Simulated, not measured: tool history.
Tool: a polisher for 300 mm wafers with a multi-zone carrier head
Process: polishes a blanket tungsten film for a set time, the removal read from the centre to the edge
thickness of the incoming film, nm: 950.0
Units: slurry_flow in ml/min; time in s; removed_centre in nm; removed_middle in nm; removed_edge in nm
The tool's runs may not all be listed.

run,hour,slurry_flow,centre_zone,middle_zone,edge_zone,slurry_solids,time,removed_centre,removed_middle,removed_edge
1,0.0,195,1.00,1.00,1.00,1.00,37,205.98,208.83,211.55
2,6.8,215,1.00,1.00,1.00,1.00,37,210.65,208.84,210.92
3,14.9,210,0.98,0.95,0.97,0.90,37,198.49,194.72,198.61
4,19.7,210,0.98,0.98,0.97,0.90,37,197.68,200.41,197.90
5,24.9,195,0.97,0.92,0.96,0.85,37,190.80,182.48,194.08
# hour 26.0: slurry nozzle cleaned
6,26.0,195,0.97,0.92,0.96,0.95,37,204.58,196.26,207.46
7,29.6,195,0.96,0.90,0.96,0.85,37,195.05,185.04,199.17
8,32.2,185,0.95,0.88,0.94,0.80,37,185.19,176.43,195.33
9,36.1,180,0.96,0.87,0.92,0.75,37,184.53,169.24,187.20

Forecast run 10:
10,43.5,170,0.96,0.87,0.91,0.75,37,?,?,?

removed_centre: 181.27 nm
removed_middle: 167.43 nm
removed_edge: 180.70 nm

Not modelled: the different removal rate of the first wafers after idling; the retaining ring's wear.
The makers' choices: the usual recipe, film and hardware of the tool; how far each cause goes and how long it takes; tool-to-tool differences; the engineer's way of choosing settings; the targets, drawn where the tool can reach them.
